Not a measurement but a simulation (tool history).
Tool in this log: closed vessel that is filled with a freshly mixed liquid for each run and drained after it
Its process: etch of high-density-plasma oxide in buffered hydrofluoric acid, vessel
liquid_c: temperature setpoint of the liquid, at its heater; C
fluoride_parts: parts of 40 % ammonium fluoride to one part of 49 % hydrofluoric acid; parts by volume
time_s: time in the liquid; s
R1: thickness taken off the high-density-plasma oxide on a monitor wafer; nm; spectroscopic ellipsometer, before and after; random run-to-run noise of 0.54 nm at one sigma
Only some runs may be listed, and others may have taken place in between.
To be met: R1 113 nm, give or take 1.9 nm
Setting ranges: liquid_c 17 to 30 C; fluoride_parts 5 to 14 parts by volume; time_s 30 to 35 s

{"run": 1, "hour": 0.0, "liquid_c": 22, "fluoride_parts": 8.5, "time_s": 35, "R1": 105.86}
{"run": 2, "hour": 5.4, "liquid_c": 22, "fluoride_parts": 8.5, "time_s": 35, "R1": 105.58}
{"run": 3, "hour": 13.6, "liquid_c": 22, "fluoride_parts": 7, "time_s": 35, "R1": 128.09}
{"run": 4, "hour": 20.1, "liquid_c": 22, "fluoride_parts": 7, "time_s": 30, "R1": 109.13}
{"run": 5, "hour": 23.0, "liquid_c": 22, "fluoride_parts": 7, "time_s": 35, "R1": 128.35}
{"run": 6, "hour": 30.5, "liquid_c": 22, "fluoride_parts": 8.5, "time_s": 35, "R1": 104.75}
{"run": 7, "hour": 35.0, "liquid_c": 22, "fluoride_parts": 8.5, "time_s": 35, "R1": 105.67}
{"hour": 35.7, "done": "hydrofluoric acid flow meter replaced"}
{"run": 8, "hour": 35.7, "liquid_c": 22.5, "fluoride_parts": 8.5, "time_s": 35, "R1": 97.709}
{"run": 9, "hour": 38.3, "liquid_c": 21.5, "fluoride_parts": 8.5, "time_s": 35, "R1": 92.489}
{"run": 10, "hour": 42.1, "liquid_c": 22, "fluoride_parts": 8.5, "time_s": 35, "R1": 94.643}
{"run": 11, "hour": 46.6, "liquid_c": 22, "fluoride_parts": 8.5, "time_s": 35, "R1": 94.42}
{"run": 12, "hour": 49.5, "liquid_c": 23, "fluoride_parts": 8.5, "time_s": 35, "R1": 100.28}

Which single option among these 4 for the next run brings every result within its allowed miss of target? Just one does.
{"run": "A", "hour": 52.4, "liquid_c": 25, "fluoride_parts": 9, "time_s": 30, "R1": "?"}
{"run": "B", "hour": 52.4, "liquid_c": 23, "fluoride_parts": 8, "time_s": 35, "R1": "?"}
{"run": "C", "hour": 52.4, "liquid_c": 25, "fluoride_parts": 8.5, "time_s": 30, "R1": "?"}
{"run": "D", "hour": 52.4, "liquid_c": 21.5, "fluoride_parts": 7, "time_s": 35, "R1": "?"}

move=A R1=89.34
move=B R1=106.21
move=C R1=95.059
move=D R1=112.96
A: its largest miss is bigger than the last run's
B: better than the last run, though not everything is in spec
C: its largest miss is bigger than the last run's
D: all results land within tolerance of their targets
The move that meets every target is D.

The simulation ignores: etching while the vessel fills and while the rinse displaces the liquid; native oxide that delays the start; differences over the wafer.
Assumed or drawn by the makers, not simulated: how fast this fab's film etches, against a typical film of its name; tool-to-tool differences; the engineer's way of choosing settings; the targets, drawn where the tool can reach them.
